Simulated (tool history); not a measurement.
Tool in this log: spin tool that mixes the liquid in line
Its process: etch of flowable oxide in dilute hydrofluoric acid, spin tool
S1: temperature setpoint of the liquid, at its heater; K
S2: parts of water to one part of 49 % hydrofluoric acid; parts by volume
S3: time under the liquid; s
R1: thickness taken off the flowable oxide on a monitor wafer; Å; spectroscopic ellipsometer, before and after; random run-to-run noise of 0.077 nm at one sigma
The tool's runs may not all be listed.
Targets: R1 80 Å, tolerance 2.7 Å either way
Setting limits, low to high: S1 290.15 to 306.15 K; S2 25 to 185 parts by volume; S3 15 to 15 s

run,day,S1,S2,S3,R1
1,0,298.15,105,15,45.07
2,0.146,298.65,100,15,49.858
3,0.367,298.65,100,15,48.801
4,0.546,298.65,100,15,48.899
5,0.742,298.65,80,15,63.773
6,0.992,298.65,80,15,62.533
7,1.25,299.15,80,15,64.334
8,1.471,299.65,80,15,65.364
9,1.679,300.15,80,15,66.274
10,1.883,300.65,80,15,67.2
11,2.2,304.65,75,15,87.483

Which of these 5 next moves meets every target?
A,2.517,305.15,70,15,?
B,2.517,302.15,60,15,?
C,2.517,302.15,65,15,?
D,2.517,303.65,70,15,?
E,2.517,303.15,75,15,?

move,R1
A,94.938
B,100.45
C,91.958
D,89.709
E,81.468
A: its largest miss is bigger than the last run's
B: its largest miss is bigger than the last run's
C: its largest miss is bigger than the last run's
D: its largest miss is bigger than the last run's
E: meets every target
The right move is E.
